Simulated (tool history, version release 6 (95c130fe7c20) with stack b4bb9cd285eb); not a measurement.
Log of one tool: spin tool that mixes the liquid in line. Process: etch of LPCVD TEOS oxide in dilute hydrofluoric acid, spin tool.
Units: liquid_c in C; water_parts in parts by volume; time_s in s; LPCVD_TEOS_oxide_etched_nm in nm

| run | day | liquid_c | water_parts | time_s | LPCVD_TEOS_oxide_etched_nm |
|---|---|---|---|---|---|
| 1 | 0.000 | 26.0 | 80 | 35 | 7.8569 |
| 2 | 0.375 | 25.5 | 80 | 35 | 7.7420 |
| 3 | 0.575 | 25.5 | 110 | 35 | 5.3082 |
| 4 | 0.942 | 25.5 | 110 | 35 | 5.3205 |
| 5 | 1.088 | 26.0 | 110 | 35 | 5.5738 |
| 6 | 1.283 | 26.0 | 130 | 35 | 4.5089 |
| 7 | 1.654 | 30.0 | 120 | 35 | 5.7097 |

Run 8 comes next. What will it give?
| 8 | 1.846 | 30.5 | 120 | 35 | ? |

LPCVD_TEOS_oxide_etched_nm: 5.8707 nm
